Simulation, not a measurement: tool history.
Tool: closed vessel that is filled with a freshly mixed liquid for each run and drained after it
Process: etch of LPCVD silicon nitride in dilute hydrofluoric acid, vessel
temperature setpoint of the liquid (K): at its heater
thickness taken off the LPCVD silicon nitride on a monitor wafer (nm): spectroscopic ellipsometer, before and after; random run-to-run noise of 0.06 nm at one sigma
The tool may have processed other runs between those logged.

| run | hour | temperature setpoint of the liquid (K) | parts of water to one part of 49 % hydrofluoric acid (parts by volume) | time in the liquid (s) | thickness taken off the LPCVD silicon nitride on a monitor wafer (nm) |
|---|---|---|---|---|---|
| 1 | 0.0 | 299.15 | 165 | 1640 | 6.5962 |
| 2 | 8.6 | 299.15 | 165 | 1765 | 7.1570 |
| 3 | 10.7 | 301.65 | 165 | 1765 | 8.3939 |
| 4 | 14.0 | 303.15 | 160 | 1765 | 9.3273 |
| 5 | 17.9 | 303.15 | 160 | 1765 | 9.4102 |
| 6 | 19.4 | 303.15 | 135 | 1765 | 11.1200 |

Run 7 is up next; what results do you expect?
| 7 | 25.2 | 303.65 | 135 | 1765 | ? |

{"run 7": {"thickness taken off the LPCVD silicon nitride on a monitor wafer (nm)": 11.477}}

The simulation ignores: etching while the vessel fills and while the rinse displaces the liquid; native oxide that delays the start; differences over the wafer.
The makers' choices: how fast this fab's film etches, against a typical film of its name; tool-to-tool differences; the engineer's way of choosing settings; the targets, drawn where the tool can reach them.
